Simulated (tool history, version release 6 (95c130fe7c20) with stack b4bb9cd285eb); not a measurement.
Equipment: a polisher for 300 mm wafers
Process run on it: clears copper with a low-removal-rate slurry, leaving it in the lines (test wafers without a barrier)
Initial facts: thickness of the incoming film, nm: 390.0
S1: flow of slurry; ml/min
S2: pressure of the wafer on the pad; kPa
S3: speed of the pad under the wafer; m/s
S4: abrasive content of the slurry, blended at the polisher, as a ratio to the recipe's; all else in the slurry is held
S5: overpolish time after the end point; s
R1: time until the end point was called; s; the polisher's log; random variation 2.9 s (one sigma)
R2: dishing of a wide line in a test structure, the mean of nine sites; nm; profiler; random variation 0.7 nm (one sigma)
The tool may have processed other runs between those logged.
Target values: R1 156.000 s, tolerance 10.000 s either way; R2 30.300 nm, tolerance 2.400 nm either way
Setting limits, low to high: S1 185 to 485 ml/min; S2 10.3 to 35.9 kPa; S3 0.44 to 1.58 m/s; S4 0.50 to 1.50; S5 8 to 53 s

run	day	S1	S2	S3	S4	S5	R1	R2
1	0.000	310	22.8	1.00	1.00	27	110.680	66.924
2	0.088	310	26.9	1.00	1.00	27	96.485	73.278
3	0.125	310	32.4	1.00	1.00	27	84.517	83.934
4	0.288	310	28.3	0.94	1.00	22	103.970	65.680
5	0.629	290	22.8	1.00	0.90	18	113.980	46.408
6	0.850	290	20.0	1.00	0.90	17	128.560	39.927
7	1.100	290	18.6	1.00	0.90	16	134.410	36.568
8	1.271	290	17.2	1.00	0.90	16	141.190	35.488
9	1.612	290	14.5	0.98	0.90	13	161.510	25.603

Next run, 4 choices. One meets every target within its allowed miss, the rest don't. Which?
A	1.954	315	13.8	0.94	0.85	17	?	?
B	1.954	195	16.5	1.12	0.55	19	?	?
C	1.954	305	14.5	0.98	0.95	19	?	?
D	1.954	330	13.8	1.08	0.75	15	?	?

move	R1	R2
A	175.430	30.386
B	156.820	37.382
C	159.200	36.723
D	157.870	29.844
A: puts the biggest miss on target and leaves a different result outside tolerance
B: moves the result that the last run missed by most past its target, out the other side
C: moves the result that the last run missed by most past its target, out the other side
D: every result lands within tolerance
D meets every target.
